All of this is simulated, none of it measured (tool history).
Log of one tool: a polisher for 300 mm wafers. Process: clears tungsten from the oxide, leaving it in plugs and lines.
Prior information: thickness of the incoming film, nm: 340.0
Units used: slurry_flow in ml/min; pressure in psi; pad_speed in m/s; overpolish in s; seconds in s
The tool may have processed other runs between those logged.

run,hour,slurry_flow,pressure,pad_speed,slurry_solids,overpolish,seconds
1,0,135,3.2,1.12,1,34,74.615
2,3.8,150,3.2,1.12,1,34,73.853
3,6.3,150,2.7,1.1,1,34,84.319
4,11.9,180,2.7,1.1,1,34,81.958
5,17.5,180,2.3,1.08,1,34,93.422
6,24.1,160,2.3,1.08,1,34,94.697
7,25.4,160,2.3,1.08,1,34,92.92
8,33.7,160,2,1.06,1,34,102.63
9,39.3,160,1.8,1.06,1,34,108.63

Run 10 has not been measured yet. What should we expect?
10,40,160,1.7,1.06,1,34,?

Run 10 yielded seconds 113.35 s.

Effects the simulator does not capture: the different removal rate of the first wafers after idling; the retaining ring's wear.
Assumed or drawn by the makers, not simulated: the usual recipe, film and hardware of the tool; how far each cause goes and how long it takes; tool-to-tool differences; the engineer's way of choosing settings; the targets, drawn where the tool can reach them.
